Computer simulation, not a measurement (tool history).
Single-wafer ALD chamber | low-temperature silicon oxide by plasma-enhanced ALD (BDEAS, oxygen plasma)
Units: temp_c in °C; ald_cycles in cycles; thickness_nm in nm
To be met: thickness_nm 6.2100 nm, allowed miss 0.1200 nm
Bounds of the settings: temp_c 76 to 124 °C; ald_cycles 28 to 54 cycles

{"run": 1, "hour": 0.0, "temp_c": 100, "ald_cycles": 41, "thickness_nm": 6.8396}
{"run": 2, "hour": 0.6, "temp_c": 103, "ald_cycles": 40, "thickness_nm": 6.6817}
{"run": 3, "hour": 9.5, "temp_c": 113, "ald_cycles": 40, "thickness_nm": 6.5464}
{"run": 4, "hour": 10.3, "temp_c": 113, "ald_cycles": 45, "thickness_nm": 7.3394}
{"run": 5, "hour": 18.5, "temp_c": 114, "ald_cycles": 43, "thickness_nm": 7.02}
{"run": 6, "hour": 25.8, "temp_c": 115, "ald_cycles": 41, "thickness_nm": 6.6875}
{"run": 7, "hour": 28.3, "temp_c": 115, "ald_cycles": 40, "thickness_nm": 6.5453}
{"run": 8, "hour": 35.7, "temp_c": 115, "ald_cycles": 40, "thickness_nm": 6.5544}
{"run": 9, "hour": 39.3, "temp_c": 115, "ald_cycles": 40, "thickness_nm": 6.506}
{"run": 10, "hour": 43.2, "temp_c": 116, "ald_cycles": 39, "thickness_nm": 6.3578}

4 next moves are on the table. One of them brings every result within its allowed miss. Which?
{"run": "A", "hour": 47.1, "temp_c": 119, "ald_cycles": 38, "thickness_nm": "?"}
{"run": "B", "hour": 47.1, "temp_c": 114, "ald_cycles": 36, "thickness_nm": "?"}
{"run": "C", "hour": 47.1, "temp_c": 116, "ald_cycles": 40, "thickness_nm": "?"}
{"run": "D", "hour": 47.1, "temp_c": 119, "ald_cycles": 37, "thickness_nm": "?"}

move=A thickness_nm=6.1644
move=B thickness_nm=5.8884
move=C thickness_nm=6.5211
move=D thickness_nm=6.0022
A: meets every target
B: takes the result that was furthest off past its target
C: further off than the last run
D: takes the result that was furthest off past its target
Answer: A

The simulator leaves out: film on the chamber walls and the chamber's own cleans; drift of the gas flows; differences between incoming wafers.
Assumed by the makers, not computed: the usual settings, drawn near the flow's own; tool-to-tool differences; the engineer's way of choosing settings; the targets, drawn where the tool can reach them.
